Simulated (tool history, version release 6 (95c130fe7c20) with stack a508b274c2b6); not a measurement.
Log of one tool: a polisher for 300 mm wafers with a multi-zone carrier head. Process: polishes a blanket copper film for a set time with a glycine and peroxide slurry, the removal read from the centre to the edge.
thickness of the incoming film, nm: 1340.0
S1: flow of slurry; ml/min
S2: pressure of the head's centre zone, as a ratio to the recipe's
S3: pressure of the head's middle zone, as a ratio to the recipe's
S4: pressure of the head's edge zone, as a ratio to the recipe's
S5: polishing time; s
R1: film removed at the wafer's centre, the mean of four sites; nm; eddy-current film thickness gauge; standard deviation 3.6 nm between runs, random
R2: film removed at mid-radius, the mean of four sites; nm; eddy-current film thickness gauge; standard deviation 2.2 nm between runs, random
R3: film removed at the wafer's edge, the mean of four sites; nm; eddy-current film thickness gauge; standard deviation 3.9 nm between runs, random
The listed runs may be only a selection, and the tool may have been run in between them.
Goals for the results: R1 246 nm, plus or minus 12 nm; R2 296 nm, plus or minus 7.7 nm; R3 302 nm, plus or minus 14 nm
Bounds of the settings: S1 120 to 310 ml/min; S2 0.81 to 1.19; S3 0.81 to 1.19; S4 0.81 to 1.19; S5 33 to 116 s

run,hour,S1,S2,S3,S4,S5,R1,R2,R3
1,0,200,1,1,1,74,447.97,454.49,467.23
2,8.5,190,0.95,0.99,0.98,67,380.98,404.09,434.04
3,15.8,220,0.95,0.99,0.98,67,380.5,413.74,429.15
4,16.6,220,0.95,0.99,0.98,53,310.27,325.37,339.1
5,17.2,230,0.92,0.99,0.97,51,288.29,318.43,327.18
6,23.6,235,0.9,0.98,0.96,50,280.23,310.16,311.98
7,32.3,230,0.88,0.98,0.96,50,269.92,306.83,325.07
8,39.8,230,0.88,0.98,0.96,50,272.5,305.23,320.12
9,48.1,235,0.86,0.98,0.95,50,267.28,303.69,315.1

Which one of the following 4 next-run settings gets every result inside its allowed miss? There is exactly one.
A,56.4,255,0.92,0.84,1,52,?,?,?
B,56.4,255,0.83,0.98,0.94,48,?,?,?
C,56.4,305,1.01,1.03,0.84,45,?,?,?
D,56.4,240,0.84,0.86,0.89,52,?,?,?

move,R1,R2,R3
A,295.75,287.64,328.17
B,246.28,296.48,293.65
C,287.21,293.3,264.99
D,267.83,290.59,309.04
A: its largest miss is bigger than the last run's
B: all results land within tolerance of their targets
C: its largest miss is bigger than the last run's
D: about as far from the targets as the last run
The move that meets every target is B.
